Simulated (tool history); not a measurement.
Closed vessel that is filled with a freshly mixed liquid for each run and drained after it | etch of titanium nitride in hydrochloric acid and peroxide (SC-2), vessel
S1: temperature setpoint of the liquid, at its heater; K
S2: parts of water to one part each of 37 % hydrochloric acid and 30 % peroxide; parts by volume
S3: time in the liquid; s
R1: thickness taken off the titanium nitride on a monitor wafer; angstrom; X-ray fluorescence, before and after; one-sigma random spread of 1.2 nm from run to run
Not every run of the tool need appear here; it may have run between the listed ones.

run	hour	S1	S2	S3	R1
1	0	326.15	6.5	900	604.94
2	4.9	330.65	6.5	900	796.31
3	10.3	334.15	6.5	900	1009.5
4	17.4	336.15	6.5	900	1146.4
5	19.3	336.15	6.5	900	1140.3
6	23.1	337.65	6.5	900	1227

What will run 7 give?
7	31.6	338.65	6.5	900	?

Run 7 produced R1 1316.1 angstrom.

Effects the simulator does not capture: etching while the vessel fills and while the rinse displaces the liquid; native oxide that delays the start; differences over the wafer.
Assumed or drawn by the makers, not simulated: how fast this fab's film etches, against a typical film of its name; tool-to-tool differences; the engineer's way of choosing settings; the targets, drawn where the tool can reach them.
